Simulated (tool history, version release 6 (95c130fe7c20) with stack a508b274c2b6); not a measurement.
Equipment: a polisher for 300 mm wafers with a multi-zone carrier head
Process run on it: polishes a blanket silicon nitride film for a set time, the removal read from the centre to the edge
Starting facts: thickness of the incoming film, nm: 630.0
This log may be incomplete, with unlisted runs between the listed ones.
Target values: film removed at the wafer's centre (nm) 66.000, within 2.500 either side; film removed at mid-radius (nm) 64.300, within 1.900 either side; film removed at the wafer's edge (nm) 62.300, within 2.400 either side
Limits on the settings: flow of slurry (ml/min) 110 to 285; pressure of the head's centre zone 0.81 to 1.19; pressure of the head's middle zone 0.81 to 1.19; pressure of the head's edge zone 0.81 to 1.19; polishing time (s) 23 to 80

run  hour  flow of slurry (ml/min)  pressure of the head's centre zone  pressure of the head's middle zone  pressure of the head's edge zone  polishing time (s)  film removed at the wafer's centre (nm)  film removed at mid-radius (nm)  film removed at the wafer's edge (nm)
  1   0.0                      180                                1.00                                1.00                              1.00                  51                                   94.926                          101.080                                101.020
  2   6.4                      180                                1.01                                0.99                              0.97                  47                                   90.220                           92.220                                 92.007
  3  13.2                      180                                1.01                                0.99                              0.95                  44                                   84.691                           87.502                                 85.997
  4  17.4                      180                                1.01                                0.98                              0.93                  41                                   79.597                           80.103                                 79.114
  5  22.6                      180                                1.01                                0.97                              0.91                  40                                   75.269                           76.806                                 75.717
  6  29.5                      180                                1.02                                0.96                              0.89                  39                                   74.093                           74.520                                 73.165
  7  34.9                      175                                1.02                                0.95                              0.88                  38                                   70.957                           70.657                                 71.477
     42.7  -- slurry nozzle cleaned
  8  42.7                      155                                1.07                                0.99                              0.81                  32                                   67.818                           65.017                                 58.527
  9  45.9                      155                                1.06                                0.99                              0.82                  32                                   65.872                           64.063                                 57.837
 10  46.7                      160                                1.06                                0.99                              0.83                  32                                   65.600                           64.825                                 58.663

Next run, 4 choices. One meets every target within its allowed miss, the rest don't. Which?
  A  47.5                      180                                1.08                                1.04                              0.82                  31                                        ?                                ?                                      ?
  B  47.5                      140                                1.18                                1.05                              0.81                  30                                        ?                                ?                                      ?
  C  47.5                      160                                1.04                                0.95                              0.87                  33                                        ?                                ?                                      ?
  D  47.5                      150                                1.06                                1.07                              0.81                  31                                        ?                                ?                                      ?

move  film removed at the wafer's centre (nm)  film removed at mid-radius (nm)  film removed at the wafer's edge (nm)
   A                                   65.735                           66.941                                 57.736
   B                                   66.300                           62.552                                 53.877
   C                                   65.917                           64.798                                 62.314
   D                                   62.387                           66.561                                 56.165
A: misses by more than the last run did
B: misses by more than the last run did
C: in spec on every target
D: misses by more than the last run did
Move C is the one to make.
